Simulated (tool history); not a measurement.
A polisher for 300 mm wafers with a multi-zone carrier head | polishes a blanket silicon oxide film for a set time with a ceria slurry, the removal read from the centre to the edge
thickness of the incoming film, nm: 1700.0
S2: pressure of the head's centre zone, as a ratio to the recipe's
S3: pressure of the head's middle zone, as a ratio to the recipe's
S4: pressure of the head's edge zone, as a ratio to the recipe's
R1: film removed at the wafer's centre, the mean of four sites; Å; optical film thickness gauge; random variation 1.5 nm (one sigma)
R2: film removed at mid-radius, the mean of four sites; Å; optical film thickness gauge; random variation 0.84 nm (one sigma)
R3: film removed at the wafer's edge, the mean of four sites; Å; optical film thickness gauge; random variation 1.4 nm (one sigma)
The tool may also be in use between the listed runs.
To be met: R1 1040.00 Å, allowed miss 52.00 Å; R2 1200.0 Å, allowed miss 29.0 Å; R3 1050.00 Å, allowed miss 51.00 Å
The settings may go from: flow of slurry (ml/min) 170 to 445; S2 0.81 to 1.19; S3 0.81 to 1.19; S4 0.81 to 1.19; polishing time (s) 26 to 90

{"run": 1, "day": 0.0, "flow of slurry (ml/min)": 285, "S2": 1.0, "S3": 1.0, "S4": 1.0, "polishing time (s)": 58, "R1": 1346.1, "R2": 1359.1, "R3": 1381.2}
{"run": 2, "day": 0.3, "flow of slurry (ml/min)": 285, "S2": 1.0, "S3": 1.0, "S4": 1.08, "polishing time (s)": 58, "R1": 1362.9, "R2": 1386.4, "R3": 1442.9}
{"run": 3, "day": 0.571, "flow of slurry (ml/min)": 315, "S2": 1.0, "S3": 1.0, "S4": 1.08, "polishing time (s)": 58, "R1": 1382.8, "R2": 1386.2, "R3": 1437.2}
{"run": 4, "day": 0.917, "flow of slurry (ml/min)": 315, "S2": 0.96, "S3": 1.0, "S4": 1.08, "polishing time (s)": 58, "R1": 1282.8, "R2": 1385.8, "R3": 1435.8}
{"run": 5, "day": 1.267, "flow of slurry (ml/min)": 315, "S2": 0.96, "S3": 1.0, "S4": 1.08, "polishing time (s)": 50, "R1": 1113.9, "R2": 1200.2, "R3": 1229.2}
{"run": 6, "day": 1.583, "flow of slurry (ml/min)": 325, "S2": 0.96, "S3": 1.02, "S4": 1.05, "polishing time (s)": 49, "R1": 1082.7, "R2": 1194.7, "R3": 1193.9}
{"run": 7, "day": 1.788, "flow of slurry (ml/min)": 330, "S2": 0.96, "S3": 1.03, "S4": 1.02, "polishing time (s)": 49, "R1": 1125.9, "R2": 1227.7, "R3": 1201.1}
{"run": 8, "day": 2.062, "flow of slurry (ml/min)": 295, "S2": 0.93, "S3": 1.12, "S4": 0.92, "polishing time (s)": 41, "R1": 896.83, "R2": 1076.7, "R3": 927.2}
{"run": 9, "day": 2.396, "flow of slurry (ml/min)": 310, "S2": 0.94, "S3": 1.13, "S4": 0.94, "polishing time (s)": 41, "R1": 879.48, "R2": 1086.7, "R3": 948.99}
{"run": 10, "day": 2.467, "flow of slurry (ml/min)": 310, "S2": 0.94, "S3": 1.13, "S4": 0.94, "polishing time (s)": 41, "R1": 875.91, "R2": 1089.5, "R3": 943.31}
{"run": 11, "day": 2.621, "flow of slurry (ml/min)": 315, "S2": 0.96, "S3": 1.13, "S4": 0.94, "polishing time (s)": 42, "R1": 954.3, "R2": 1121.3, "R3": 944.48}

Which of these 5 next moves meets every target?
{"run": "A", "day": 2.775, "flow of slurry (ml/min)": 280, "S2": 0.96, "S3": 1.06, "S4": 0.98, "polishing time (s)": 43, "R1": "?", "R2": "?", "R3": "?"}
{"run": "B", "day": 2.775, "flow of slurry (ml/min)": 370, "S2": 0.98, "S3": 1.14, "S4": 1.02, "polishing time (s)": 44, "R1": "?", "R2": "?", "R3": "?"}
{"run": "C", "day": 2.775, "flow of slurry (ml/min)": 390, "S2": 0.84, "S3": 1.06, "S4": 1.02, "polishing time (s)": 41, "R1": "?", "R2": "?", "R3": "?"}
{"run": "D", "day": 2.775, "flow of slurry (ml/min)": 285, "S2": 1.01, "S3": 1.04, "S4": 1.02, "polishing time (s)": 45, "R1": "?", "R2": "?", "R3": "?"}
{"run": "E", "day": 2.775, "flow of slurry (ml/min)": 370, "S2": 1.05, "S3": 1.16, "S4": 0.9, "polishing time (s)": 38, "R1": "?", "R2": "?", "R3": "?"}

move=A R1=949.85 R2=1066.2 R3=1017.80
move=B R1=1023.40 R2=1193.2 R3=1083.20
move=C R1=819.66 R2=1050.0 R3=1013.80
move=D R1=1048.40 R2=1099.7 R3=1087.90
move=E R1=947.56 R2=1045.9 R3=881.49
A: further off than the last run
B: meets every target
C: further off than the last run
D: further off than the last run
E: further off than the last run
The right move is B.

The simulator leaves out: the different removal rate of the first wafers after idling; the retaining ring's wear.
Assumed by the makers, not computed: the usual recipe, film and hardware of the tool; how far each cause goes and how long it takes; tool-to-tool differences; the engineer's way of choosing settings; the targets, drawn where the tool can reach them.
